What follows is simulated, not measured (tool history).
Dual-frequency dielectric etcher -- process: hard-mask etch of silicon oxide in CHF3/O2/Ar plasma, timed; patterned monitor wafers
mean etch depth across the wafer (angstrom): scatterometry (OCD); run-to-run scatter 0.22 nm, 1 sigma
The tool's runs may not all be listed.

| run | hour | source power (W) | bias power (W) | etch time (s) | mean etch depth across the wafer (angstrom) |
|---|---|---|---|---|---|
| 1 | 0.0 | 530 | 222 | 22.0 | 450.48 |
| 2 | 5.3 | 570 | 230 | 22.0 | 471.16 |
| 3 | 6.2 | 600 | 234 | 22.0 | 480.13 |
| 4 | 14.8 | 630 | 240 | 22.0 | 492.53 |
| 5 | 17.0 | 650 | 245 | 22.0 | 501.48 |
| 6 | 20.3 | 650 | 245 | 20.0 | 454.62 |

Run 7 comes next. What will it give?
| 7 | 23.3 | 660 | 258 | 20.5 | ? |

{"run 7": {"mean etch depth across the wafer (angstrom)": 482.21}}
